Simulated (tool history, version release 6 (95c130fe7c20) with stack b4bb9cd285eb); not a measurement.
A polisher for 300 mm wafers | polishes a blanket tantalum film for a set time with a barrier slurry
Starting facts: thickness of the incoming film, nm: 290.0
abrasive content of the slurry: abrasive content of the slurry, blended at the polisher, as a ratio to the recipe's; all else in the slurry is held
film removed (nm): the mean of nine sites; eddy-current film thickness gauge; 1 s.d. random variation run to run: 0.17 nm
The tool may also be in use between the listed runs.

run	day	flow of slurry (ml/min)	pressure of the wafer on the pad (kPa)	speed of the pad under the wafer (m/s)	abrasive content of the slurry	polishing time (s)	film removed (nm)
1	0	150	12.4	0.78	1	28	37.479
2	0.192	150	10.3	0.78	1	28	32.674
3	0.342	150	10.3	0.96	1	28	39.982
4	0.688	150	9	0.96	1	28	35.924
5	0.812	150	9	0.96	1	28	36.527
6	0.862	150	10.3	0.96	1	28	40.159
7	1.221	145	9.7	0.94	1	28	36.86
8	1.542	140	9	0.92	1	28	34.955
9	1.742	140	8.3	0.9	1	28	31.987

Run 10 is up next; what results do you expect?
10	1.875	140	7.6	0.88	1	28	?

{"run 10": {"film removed (nm)": 29.495}}
